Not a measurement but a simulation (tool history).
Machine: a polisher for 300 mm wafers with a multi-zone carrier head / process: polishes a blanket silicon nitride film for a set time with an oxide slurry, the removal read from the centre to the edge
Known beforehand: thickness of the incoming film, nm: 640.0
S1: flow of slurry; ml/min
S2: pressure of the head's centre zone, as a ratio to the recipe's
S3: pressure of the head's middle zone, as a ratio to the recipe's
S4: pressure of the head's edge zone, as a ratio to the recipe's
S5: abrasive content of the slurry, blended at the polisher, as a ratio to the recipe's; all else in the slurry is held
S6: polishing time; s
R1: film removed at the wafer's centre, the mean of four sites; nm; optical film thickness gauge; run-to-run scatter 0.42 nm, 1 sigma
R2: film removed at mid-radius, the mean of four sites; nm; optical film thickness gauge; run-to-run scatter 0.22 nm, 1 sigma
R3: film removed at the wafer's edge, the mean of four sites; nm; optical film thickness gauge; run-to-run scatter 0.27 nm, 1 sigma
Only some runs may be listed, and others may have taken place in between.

Run 1, hour 0.0: S1 195 ml/min, S2 1.00, S3 1.00, S4 1.00, S5 1.00, S6 52 s. Result: R1 38.058 nm, R2 37.026 nm, R3 37.036 nm.
Run 2, hour 5.9: S1 195 ml/min, S2 1.00, S3 1.00, S4 1.00, S5 1.00, S6 47 s. Result: R1 34.813 nm, R2 33.346 nm, R3 33.553 nm.
Run 3, hour 8.2: S1 195 ml/min, S2 1.00, S3 1.00, S4 1.00, S5 1.10, S6 47 s. Result: R1 35.061 nm, R2 34.930 nm, R3 35.800 nm.
Run 4, hour 11.2: S1 185 ml/min, S2 0.96, S3 1.01, S4 0.97, S5 1.10, S6 47 s. Result: R1 33.494 nm, R2 34.623 nm, R3 34.106 nm.
Run 5, hour 19.6: S1 185 ml/min, S2 0.96, S3 1.07, S4 0.97, S5 1.10, S6 47 s. Result: R1 34.154 nm, R2 36.817 nm, R3 34.694 nm.
At hour 25.7: worn pad replaced by a new one.
Run 6, hour 25.7: S1 185 ml/min, S2 0.96, S3 0.99, S4 0.97, S5 1.10, S6 47 s. Result: R1 36.731 nm, R2 37.261 nm, R3 37.281 nm.
Run 7, hour 33.4: S1 185 ml/min, S2 0.97, S3 1.04, S4 1.01, S5 1.15, S6 47 s. Result: R1 37.512 nm, R2 39.387 nm, R3 38.584 nm.
Run 8, hour 34.1: S1 185 ml/min, S2 0.97, S3 1.04, S4 1.01, S5 1.15, S6 47 s. Result: R1 38.171 nm, R2 39.178 nm, R3 38.476 nm.
Run 9, hour 36.5: S1 190 ml/min, S2 0.94, S3 1.01, S4 0.95, S5 1.15, S6 47 s. Result: R1 36.722 nm, R2 38.979 nm, R3 37.497 nm.
Run 10, hour 41.2: S1 190 ml/min, S2 0.94, S3 1.01, S4 0.95, S5 1.15, S6 47 s. Result: R1 36.490 nm, R2 38.784 nm, R3 37.538 nm.

Run 11 is up next; what results do you expect?
Run 11, hour 44.4: S1 170 ml/min, S2 0.90, S3 1.00, S4 0.93, S5 1.10, S6 46 s. Result: R1 ?, R2 ?, R3 ?.

{"run 11": {"R1": 33.624, "R2": 36.416, "R3": 35.405}}
